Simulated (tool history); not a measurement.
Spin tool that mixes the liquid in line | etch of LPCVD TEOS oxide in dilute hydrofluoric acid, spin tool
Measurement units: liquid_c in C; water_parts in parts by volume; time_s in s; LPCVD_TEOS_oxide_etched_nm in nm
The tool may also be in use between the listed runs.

| run | hour | liquid_c | water_parts | time_s | LPCVD_TEOS_oxide_etched_nm |
|---|---|---|---|---|---|
| 1 | 0 | 22 | 250 | 260 | 28.474 |
| 2 | 1.1 | 18.5 | 250 | 260 | 25.066 |
| 3 | 6.7 | 21 | 250 | 260 | 27.421 |
| 4 | 9 | 22.5 | 250 | 260 | 29.059 |
| 5 | 11.1 | 22.5 | 250 | 260 | 28.941 |
| 6 | 13.6 | 23.5 | 250 | 260 | 29.978 |
| 7 | 15 | 24 | 250 | 260 | 30.373 |
| 8 | 19 | 24.5 | 250 | 260 | 31.279 |

Run 9, settings as shown, results not yet in. Your forecast:
| 9 | 24.8 | 25 | 250 | 260 | ? |

Logged for run 9: LPCVD_TEOS_oxide_etched_nm 31.615 nm.
